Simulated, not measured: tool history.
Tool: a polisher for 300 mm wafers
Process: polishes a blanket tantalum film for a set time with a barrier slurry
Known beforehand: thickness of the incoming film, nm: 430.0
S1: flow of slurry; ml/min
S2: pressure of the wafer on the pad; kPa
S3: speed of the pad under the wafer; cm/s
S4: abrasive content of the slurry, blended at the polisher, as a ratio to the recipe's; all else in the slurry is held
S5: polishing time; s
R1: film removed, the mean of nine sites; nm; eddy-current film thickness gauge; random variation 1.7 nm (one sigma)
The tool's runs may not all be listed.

| run | hour | S1 | S2 | S3 | S4 | S5 | R1 |
|---|---|---|---|---|---|---|---|
| 1 | 0 | 225 | 16.5 | 120 | 1 | 88 | 172.76 |
| 2 | 3.5 | 225 | 16.5 | 134 | 1 | 88 | 195.62 |
| 3 | 10.6 | 200 | 16.5 | 134 | 1 | 88 | 190.12 |
| 4 | 16.3 | 200 | 16.5 | 134 | 1 | 93 | 195.37 |
| 5 | 23.3 | 235 | 16.5 | 134 | 1 | 93 | 200.65 |
| 6 | 30.7 | 235 | 16.5 | 110 | 1 | 93 | 175.95 |
| 7 | 32.3 | 235 | 15.2 | 108 | 1 | 93 | 156.82 |
| 8 | 36.8 | 235 | 14.5 | 108 | 1 | 93 | 146.38 |

Forecast run 9:
| 9 | 39.5 | 235 | 13.8 | 108 | 1 | 93 | ? |

{"run 9": {"R1": 139.65}}
